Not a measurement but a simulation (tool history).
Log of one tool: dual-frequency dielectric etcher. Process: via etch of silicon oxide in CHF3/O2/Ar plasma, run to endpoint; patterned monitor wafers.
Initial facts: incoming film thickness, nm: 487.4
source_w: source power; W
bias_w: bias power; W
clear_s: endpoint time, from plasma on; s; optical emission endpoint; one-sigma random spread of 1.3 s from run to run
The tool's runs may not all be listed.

{"run": 1, "day": 0.0, "source_w": 560, "bias_w": 155, "clear_s": 269.66}
{"run": 2, "day": 0.375, "source_w": 560, "bias_w": 180, "clear_s": 252.95}
{"run": 3, "day": 0.575, "source_w": 640, "bias_w": 180, "clear_s": 242.18}
{"run": 4, "day": 0.883, "source_w": 610, "bias_w": 180, "clear_s": 245.79}
{"run": 5, "day": 1.042, "source_w": 550, "bias_w": 180, "clear_s": 254.91}
{"run": 6, "day": 1.146, "source_w": 590, "bias_w": 182, "clear_s": 250.03}
{"run": 7, "day": 1.254, "source_w": 620, "bias_w": 184, "clear_s": 242.59}
{"run": 8, "day": 1.408, "source_w": 640, "bias_w": 185, "clear_s": 238.49}
{"run": 9, "day": 1.688, "source_w": 650, "bias_w": 186, "clear_s": 235.97}
{"run": 10, "day": 1.838, "source_w": 650, "bias_w": 186, "clear_s": 236.37}

Run 11 has not been measured yet. What should we expect?
{"run": 11, "day": 1.929, "source_w": 660, "bias_w": 187, "clear_s": "?"}

{"run 11": {"clear_s": 235.72}}
